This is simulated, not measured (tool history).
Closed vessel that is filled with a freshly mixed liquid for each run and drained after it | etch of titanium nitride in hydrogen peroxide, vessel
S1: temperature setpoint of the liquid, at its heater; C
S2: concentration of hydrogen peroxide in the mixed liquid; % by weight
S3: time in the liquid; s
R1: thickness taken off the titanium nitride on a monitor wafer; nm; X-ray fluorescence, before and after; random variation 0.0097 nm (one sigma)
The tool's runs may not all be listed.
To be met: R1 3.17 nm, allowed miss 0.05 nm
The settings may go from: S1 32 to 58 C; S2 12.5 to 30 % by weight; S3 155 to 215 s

run	hour	S1	S2	S3	R1
1	0	42	23.5	215	5.3841
2	4.9	40	23.5	215	4.6171
3	9.3	38.5	23.5	215	4.1142
4	18.5	38.5	23.5	155	2.9728
5	25.8	38.5	23.5	215	4.1191
6	27.2	37.5	23.5	215	3.798
7	36.1	37	23.5	215	3.6592
8	44.7	36.5	23.5	215	3.5111
9	47.9	36	23.5	215	3.3796
10	51.2	35.5	23.5	215	3.2438

Which of these 5 next moves meets every target?
A	54.5	36	25.5	205	?
B	54.5	35.5	28	195	?
C	54.5	34.5	24	215	?
D	54.5	36	17.5	215	?
E	54.5	38	24	180	?

move	R1
A	3.303
B	3.0828
C	3.0352
D	3.1945
E	3.3481
A: further off than the last run
B: takes the result that was furthest off past its target
C: takes the result that was furthest off past its target
D: meets every target
E: further off than the last run
Move D is the one to make.
